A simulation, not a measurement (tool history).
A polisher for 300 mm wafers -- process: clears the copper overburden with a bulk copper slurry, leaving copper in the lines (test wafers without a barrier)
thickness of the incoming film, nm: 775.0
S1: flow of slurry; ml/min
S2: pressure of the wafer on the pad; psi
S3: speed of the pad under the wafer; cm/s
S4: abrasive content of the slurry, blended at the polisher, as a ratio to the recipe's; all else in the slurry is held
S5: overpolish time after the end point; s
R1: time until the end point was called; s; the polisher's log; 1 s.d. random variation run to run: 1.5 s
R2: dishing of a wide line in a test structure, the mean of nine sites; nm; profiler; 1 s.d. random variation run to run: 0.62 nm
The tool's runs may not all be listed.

Run 1, hour 0.0: S1 270 ml/min, S2 2.1 psi, S3 132 cm/s, S4 1.00, S5 20 s. Result: R1 67.285 s, R2 90.551 nm.
Run 2, hour 7.0: S1 305 ml/min, S2 2.1 psi, S3 132 cm/s, S4 1.00, S5 20 s. Result: R1 65.669 s, R2 89.671 nm.
Run 3, hour 7.8: S1 305 ml/min, S2 2.1 psi, S3 132 cm/s, S4 1.10, S5 20 s. Result: R1 61.891 s, R2 91.891 nm.
Run 4, hour 14.7: S1 305 ml/min, S2 2.5 psi, S3 132 cm/s, S4 1.10, S5 20 s. Result: R1 51.492 s, R2 103.200 nm.
Run 5, hour 21.7: S1 305 ml/min, S2 2.5 psi, S3 132 cm/s, S4 1.25, S5 20 s. Result: R1 52.588 s, R2 104.720 nm.
Run 6, hour 25.6: S1 330 ml/min, S2 2.2 psi, S3 134 cm/s, S4 1.20, S5 17 s. Result: R1 57.666 s, R2 90.891 nm.
Run 7, hour 26.1: S1 350 ml/min, S2 2.0 psi, S3 138 cm/s, S4 1.05, S5 14 s. Result: R1 63.674 s, R2 75.388 nm.
Run 8, hour 32.1: S1 340 ml/min, S2 1.4 psi, S3 148 cm/s, S4 0.90, S5 6 s. Result: R1 87.298 s, R2 30.867 nm.
Run 9, hour 39.4: S1 340 ml/min, S2 1.5 psi, S3 140 cm/s, S4 0.95, S5 7 s. Result: R1 84.929 s, R2 35.511 nm.
Run 10, hour 42.9: S1 345 ml/min, S2 1.6 psi, S3 134 cm/s, S4 1.00, S5 8 s. Result: R1 81.836 s, R2 41.696 nm.
Run 11, hour 48.5: S1 355 ml/min, S2 1.6 psi, S3 130 cm/s, S4 1.00, S5 8 s. Result: R1 84.925 s, R2 40.790 nm.
Run 12, hour 49.6: S1 365 ml/min, S2 1.7 psi, S3 128 cm/s, S4 1.00, S5 8 s. Result: R1 79.569 s, R2 42.011 nm.
Run 13, hour 58.2: S1 360 ml/min, S2 1.7 psi, S3 124 cm/s, S4 1.05, S5 9 s. Result: R1 82.566 s, R2 45.225 nm.

Run 14 is up next; what results do you expect?
Run 14, hour 66.8: S1 365 ml/min, S2 1.7 psi, S3 122 cm/s, S4 1.05, S5 9 s. Result: R1 ?, R2 ?.

{"run 14": {"R1": 83.387, "R2": 44.291}}

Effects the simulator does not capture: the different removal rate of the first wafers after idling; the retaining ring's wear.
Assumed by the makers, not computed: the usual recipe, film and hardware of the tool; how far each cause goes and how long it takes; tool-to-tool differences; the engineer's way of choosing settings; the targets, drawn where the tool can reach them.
